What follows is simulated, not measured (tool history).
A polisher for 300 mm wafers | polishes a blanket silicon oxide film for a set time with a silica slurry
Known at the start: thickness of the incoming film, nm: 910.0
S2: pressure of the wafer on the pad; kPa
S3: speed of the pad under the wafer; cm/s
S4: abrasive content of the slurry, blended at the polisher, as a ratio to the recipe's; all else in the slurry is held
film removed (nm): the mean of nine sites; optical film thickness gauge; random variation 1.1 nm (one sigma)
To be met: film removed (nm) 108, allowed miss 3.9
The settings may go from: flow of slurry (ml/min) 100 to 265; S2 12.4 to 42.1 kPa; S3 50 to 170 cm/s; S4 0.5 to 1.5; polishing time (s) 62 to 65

{"run": 1, "day": 0.0, "flow of slurry (ml/min)": 170, "S2": 26.9, "S3": 110, "S4": 1, "polishing time (s)": 62, "film removed (nm)": 220.33}
{"run": 2, "day": 0.071, "flow of slurry (ml/min)": 170, "S2": 26.9, "S3": 110, "S4": 1, "polishing time (s)": 65, "film removed (nm)": 234.85}
{"run": 3, "day": 0.121, "flow of slurry (ml/min)": 170, "S2": 33.1, "S3": 110, "S4": 1, "polishing time (s)": 65, "film removed (nm)": 262.25}
{"run": 4, "day": 0.242, "flow of slurry (ml/min)": 170, "S2": 33.1, "S3": 110, "S4": 1, "polishing time (s)": 65, "film removed (nm)": 261.17}
{"run": 5, "day": 0.55, "flow of slurry (ml/min)": 165, "S2": 26.9, "S3": 90, "S4": 0.95, "polishing time (s)": 65, "film removed (nm)": 193.57}
{"run": 6, "day": 0.858, "flow of slurry (ml/min)": 160, "S2": 22.1, "S3": 80, "S4": 0.95, "polishing time (s)": 65, "film removed (nm)": 154.08}
{"run": 7, "day": 1.108, "flow of slurry (ml/min)": 155, "S2": 18.6, "S3": 76, "S4": 0.95, "polishing time (s)": 65, "film removed (nm)": 133.99}
{"run": 8, "day": 1.362, "flow of slurry (ml/min)": 150, "S2": 16.5, "S3": 76, "S4": 0.95, "polishing time (s)": 65, "film removed (nm)": 128.16}
{"run": 9, "day": 1.704, "flow of slurry (ml/min)": 150, "S2": 15.2, "S3": 74, "S4": 0.95, "polishing time (s)": 65, "film removed (nm)": 119.01}
{"run": 10, "day": 1.825, "flow of slurry (ml/min)": 150, "S2": 14.5, "S3": 74, "S4": 0.95, "polishing time (s)": 65, "film removed (nm)": 118.49}

4 next moves are on the table. One of them brings every result within its allowed miss. Which?
{"run": "A", "day": 1.946, "flow of slurry (ml/min)": 105, "S2": 18.6, "S3": 76, "S4": 0.95, "polishing time (s)": 65, "film removed (nm)": "?"}
{"run": "B", "day": 1.946, "flow of slurry (ml/min)": 175, "S2": 16.5, "S3": 78, "S4": 1.1, "polishing time (s)": 65, "film removed (nm)": "?"}
{"run": "C", "day": 1.946, "flow of slurry (ml/min)": 145, "S2": 16.5, "S3": 84, "S4": 1, "polishing time (s)": 65, "film removed (nm)": "?"}
{"run": "D", "day": 1.946, "flow of slurry (ml/min)": 145, "S2": 12.4, "S3": 80, "S4": 0.8, "polishing time (s)": 64, "film removed (nm)": "?"}

move=A film_removed_(nm)=125.03
move=B film_removed_(nm)=137.39
move=C film_removed_(nm)=137.91
move=D film_removed_(nm)=108.21
A: further off than the last run
B: further off than the last run
C: further off than the last run
D: meets every target
The right move is D.

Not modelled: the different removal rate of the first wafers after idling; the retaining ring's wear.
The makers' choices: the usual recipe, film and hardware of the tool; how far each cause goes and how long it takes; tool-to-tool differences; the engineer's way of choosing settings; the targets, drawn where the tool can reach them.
